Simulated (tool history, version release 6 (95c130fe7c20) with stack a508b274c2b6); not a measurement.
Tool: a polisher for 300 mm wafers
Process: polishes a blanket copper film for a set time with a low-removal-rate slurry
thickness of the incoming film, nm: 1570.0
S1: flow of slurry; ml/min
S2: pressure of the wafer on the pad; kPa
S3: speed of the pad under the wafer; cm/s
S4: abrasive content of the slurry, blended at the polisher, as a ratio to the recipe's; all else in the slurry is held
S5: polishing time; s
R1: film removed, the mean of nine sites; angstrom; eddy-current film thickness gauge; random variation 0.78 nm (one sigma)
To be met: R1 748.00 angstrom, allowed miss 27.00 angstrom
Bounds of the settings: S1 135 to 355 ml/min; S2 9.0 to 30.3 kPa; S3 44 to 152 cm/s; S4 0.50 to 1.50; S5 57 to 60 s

| run | hour | S1 | S2 | S3 | S4 | S5 | R1 |
|---|---|---|---|---|---|---|---|
| 1 | 0.0 | 225 | 19.3 | 98 | 1.00 | 57 | 1479.30 |
| 2 | 4.3 | 225 | 19.3 | 98 | 1.20 | 57 | 1534.80 |
| 3 | 11.8 | 225 | 19.3 | 112 | 1.20 | 57 | 1758.70 |
| 4 | 15.3 | 220 | 16.5 | 104 | 1.20 | 57 | 1415.00 |
| 5 | 22.9 | 220 | 14.5 | 98 | 1.20 | 57 | 1209.20 |
| 6 | 30.6 | 220 | 13.1 | 92 | 1.20 | 57 | 1044.50 |
| 7 | 32.3 | 215 | 9.0 | 80 | 1.20 | 57 | 683.76 |
| 8 | 40.4 | 220 | 9.0 | 80 | 1.20 | 57 | 700.74 |
| 9 | 46.3 | 220 | 9.0 | 80 | 1.20 | 57 | 683.96 |

Which of these 4 next moves meets every target?
| A | 52.2 | 215 | 11.0 | 60 | 1.05 | 57 | ? |
| B | 52.2 | 215 | 10.3 | 86 | 1.15 | 57 | ? |
| C | 52.2 | 205 | 9.0 | 84 | 1.25 | 59 | ? |
| D | 52.2 | 240 | 9.0 | 68 | 1.25 | 58 | ? |

| move | R1 |
|---|---|
| A | 605.50 |
| B | 829.01 |
| C | 763.45 |
| D | 625.55 |
A: further off than the last run
B: takes the result that was furthest off past its target
C: meets every target
D: further off than the last run
Answer: C

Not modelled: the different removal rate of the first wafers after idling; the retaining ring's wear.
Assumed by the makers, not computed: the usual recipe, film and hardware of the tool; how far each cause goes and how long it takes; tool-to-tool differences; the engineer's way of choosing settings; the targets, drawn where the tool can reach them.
